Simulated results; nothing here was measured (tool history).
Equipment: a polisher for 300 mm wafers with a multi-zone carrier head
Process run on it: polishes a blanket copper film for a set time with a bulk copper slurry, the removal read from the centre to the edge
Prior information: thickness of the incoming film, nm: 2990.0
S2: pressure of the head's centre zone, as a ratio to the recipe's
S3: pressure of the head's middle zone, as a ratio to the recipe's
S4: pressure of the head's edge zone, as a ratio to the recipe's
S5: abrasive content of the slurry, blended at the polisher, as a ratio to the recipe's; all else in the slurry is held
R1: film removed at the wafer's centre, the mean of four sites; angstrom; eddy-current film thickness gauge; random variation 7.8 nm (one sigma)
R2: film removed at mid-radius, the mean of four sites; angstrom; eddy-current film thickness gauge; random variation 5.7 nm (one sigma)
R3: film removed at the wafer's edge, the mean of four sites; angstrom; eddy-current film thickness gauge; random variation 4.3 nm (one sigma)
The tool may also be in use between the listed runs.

run 1 hour=0 | flow_of_slurry_(ml/min)=280 S2=1 S3=1 S4=1 S5=1 polishing_time_(s)=78 | R1=5197.6 R2=5200.7 R3=5134.5
run 2 hour=3.8 | flow_of_slurry_(ml/min)=280 S2=1 S3=1.07 S4=1 S5=1 polishing_time_(s)=78 | R1=5148.3 R2=5492 R3=5203.4
run 3 hour=12.6 | flow_of_slurry_(ml/min)=315 S2=1 S3=1.07 S4=1 S5=1 polishing_time_(s)=78 | R1=5321.7 R2=5585.2 R3=5203
run 4 hour=18 | flow_of_slurry_(ml/min)=300 S2=1.03 S3=1.07 S4=1.05 S5=1.15 polishing_time_(s)=80 | R1=5562 R2=5761.6 R3=5575.6
run 5 hour=22.7 | flow_of_slurry_(ml/min)=310 S2=1.07 S3=1.07 S4=1.08 S5=1.25 polishing_time_(s)=82 | R1=6069.6 R2=6136.2 R3=5834.2
run 6 hour=30.5 | flow_of_slurry_(ml/min)=310 S2=1.07 S3=1.15 S4=1.08 S5=1.25 polishing_time_(s)=82 | R1=6092.8 R2=6423.1 R3=5885.4
run 7 hour=37.8 | flow_of_slurry_(ml/min)=315 S2=1.09 S3=1.11 S4=1.12 S5=1.3 polishing_time_(s)=84 | R1=6493.7 R2=6452.8 R3=6241.1
run 8 hour=43.4 | flow_of_slurry_(ml/min)=325 S2=1.1 S3=1.1 S4=1.14 S5=1.35 polishing_time_(s)=84 | R1=6541.2 R2=6512.2 R3=6269.6
run 9 hour=50.5 | flow_of_slurry_(ml/min)=320 S2=1.1 S3=1.08 S4=1.16 S5=1.4 polishing_time_(s)=85 | R1=6715.9 R2=6440 R3=6468.4

For run 10, what comes out?
run 10 hour=54.4 | flow_of_slurry_(ml/min)=320 S2=1.1 S3=1.08 S4=1.16 S5=1.4 polishing_time_(s)=85 | R1=? R2=? R3=?

{"run 10": {"R1": 6591.1, "R2": 6524, "R3": 6487.6}}
